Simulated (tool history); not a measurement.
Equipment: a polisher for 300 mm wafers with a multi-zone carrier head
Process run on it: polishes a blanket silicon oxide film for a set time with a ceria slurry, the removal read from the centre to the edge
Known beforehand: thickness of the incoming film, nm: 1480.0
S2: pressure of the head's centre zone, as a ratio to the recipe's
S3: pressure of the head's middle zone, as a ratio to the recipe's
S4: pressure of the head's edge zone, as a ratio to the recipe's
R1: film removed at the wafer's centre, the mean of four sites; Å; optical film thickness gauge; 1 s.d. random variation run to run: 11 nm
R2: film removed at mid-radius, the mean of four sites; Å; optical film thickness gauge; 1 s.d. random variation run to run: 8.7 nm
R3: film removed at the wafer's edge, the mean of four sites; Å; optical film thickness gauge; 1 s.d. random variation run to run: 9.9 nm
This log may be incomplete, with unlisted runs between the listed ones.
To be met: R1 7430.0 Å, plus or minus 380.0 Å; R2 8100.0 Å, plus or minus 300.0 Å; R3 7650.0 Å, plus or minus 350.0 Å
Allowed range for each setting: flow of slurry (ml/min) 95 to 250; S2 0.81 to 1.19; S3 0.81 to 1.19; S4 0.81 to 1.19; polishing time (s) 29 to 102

{"run": 1, "hour": 0.0, "flow of slurry (ml/min)": 160, "S2": 1.0, "S3": 1.0, "S4": 1.0, "polishing time (s)": 65, "R1": 4230.9, "R2": 4447.6, "R3": 4497.0}
{"run": 2, "hour": 1.8, "flow of slurry (ml/min)": 160, "S2": 1.0, "S3": 1.05, "S4": 1.0, "polishing time (s)": 65, "R1": 4136.3, "R2": 4564.8, "R3": 4453.5}
{"run": 3, "hour": 3.6, "flow of slurry (ml/min)": 175, "S2": 1.02, "S3": 1.08, "S4": 1.02, "polishing time (s)": 76, "R1": 5063.1, "R2": 5550.3, "R3": 5434.2}
{"run": 4, "hour": 5.7, "flow of slurry (ml/min)": 185, "S2": 1.04, "S3": 1.11, "S4": 1.02, "polishing time (s)": 83, "R1": 5784.0, "R2": 6286.6, "R3": 5849.4}
{"run": 5, "hour": 7.4, "flow of slurry (ml/min)": 185, "S2": 0.97, "S3": 1.11, "S4": 1.02, "polishing time (s)": 83, "R1": 5403.7, "R2": 6324.6, "R3": 6033.2}
{"run": 6, "hour": 9.3, "flow of slurry (ml/min)": 160, "S2": 0.97, "S3": 1.11, "S4": 1.02, "polishing time (s)": 83, "R1": 5078.1, "R2": 5981.9, "R3": 5645.7}
{"run": 7, "hour": 13.8, "flow of slurry (ml/min)": 185, "S2": 1.0, "S3": 1.12, "S4": 1.03, "polishing time (s)": 87, "R1": 5908.3, "R2": 6635.2, "R3": 6113.3}
{"run": 8, "hour": 16.7, "flow of slurry (ml/min)": 200, "S2": 0.99, "S3": 1.11, "S4": 1.05, "polishing time (s)": 91, "R1": 6240.7, "R2": 7128.1, "R3": 6743.7}
{"run": 9, "hour": 17.2, "flow of slurry (ml/min)": 210, "S2": 1.0, "S3": 1.11, "S4": 1.06, "polishing time (s)": 93, "R1": 6514.1, "R2": 7348.3, "R3": 6869.1}
{"run": 10, "hour": 20.0, "flow of slurry (ml/min)": 215, "S2": 1.0, "S3": 1.1, "S4": 1.07, "polishing time (s)": 95, "R1": 6762.8, "R2": 7478.6, "R3": 7089.0}
{"hour": 23.0, "done": "slurry nozzle cleaned"}
{"run": 11, "hour": 23.0, "flow of slurry (ml/min)": 220, "S2": 1.0, "S3": 1.1, "S4": 1.07, "polishing time (s)": 97, "R1": 7671.4, "R2": 8391.5, "R3": 7710.4}

Consider the 4 candidate settings below. Which is the only one whose results all fall within their allowed miss of target?
{"run": "A", "hour": 26.0, "flow of slurry (ml/min)": 195, "S2": 1.12, "S3": 1.13, "S4": 0.9, "polishing time (s)": 98, "R1": "?", "R2": "?", "R3": "?"}
{"run": "B", "hour": 26.0, "flow of slurry (ml/min)": 250, "S2": 0.96, "S3": 1.17, "S4": 1.07, "polishing time (s)": 95, "R1": "?", "R2": "?", "R3": "?"}
{"run": "C", "hour": 26.0, "flow of slurry (ml/min)": 220, "S2": 1.08, "S3": 1.11, "S4": 1.01, "polishing time (s)": 98, "R1": "?", "R2": "?", "R3": "?"}
{"run": "D", "hour": 26.0, "flow of slurry (ml/min)": 250, "S2": 0.99, "S3": 1.08, "S4": 1.09, "polishing time (s)": 92, "R1": "?", "R2": "?", "R3": "?"}

move=A R1=8247.3 R2=8664.0 R3=6971.8
move=B R1=7171.1 R2=8960.4 R3=7528.7
move=C R1=8123.2 R2=8685.5 R3=7461.9
move=D R1=7146.2 R2=8099.4 R3=7367.8
A: lands further from the targets than the last run did
B: lands further from the targets than the last run did
C: lands further from the targets than the last run did
D: hits every target within its allowed miss
Correct choice: D, which meets every target

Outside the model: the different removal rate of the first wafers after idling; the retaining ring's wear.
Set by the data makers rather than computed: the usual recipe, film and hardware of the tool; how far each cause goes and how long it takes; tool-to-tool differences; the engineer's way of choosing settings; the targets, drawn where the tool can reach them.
